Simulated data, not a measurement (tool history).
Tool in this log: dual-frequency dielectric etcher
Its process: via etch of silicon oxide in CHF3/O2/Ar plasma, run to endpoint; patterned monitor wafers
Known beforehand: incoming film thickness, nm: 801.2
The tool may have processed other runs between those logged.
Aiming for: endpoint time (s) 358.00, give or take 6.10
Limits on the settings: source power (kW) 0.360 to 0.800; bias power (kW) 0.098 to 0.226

run	hour	source power (kW)	bias power (kW)	endpoint time (s)
1	0.0	0.580	0.162	415.63
2	2.5	0.650	0.162	403.26
3	9.8	0.650	0.148	421.52
4	11.5	0.680	0.155	404.90
5	19.7	0.680	0.179	382.18
6	20.6	0.730	0.179	375.11
7	28.7	0.740	0.181	373.22
8	35.2	0.750	0.183	368.19

Of the 4 settings listed for the next run, only one would bring every result within its allowed miss of target. Which one?
A	41.7	0.690	0.190	?
B	41.7	0.800	0.188	?
C	41.7	0.680	0.181	?
D	41.7	0.780	0.178	?

move	endpoint time (s)
A	376.00
B	361.51
C	385.14
D	372.42
A: its largest miss is bigger than the last run's
B: meets every target
C: its largest miss is bigger than the last run's
D: its largest miss is bigger than the last run's
The move that meets every target is B.
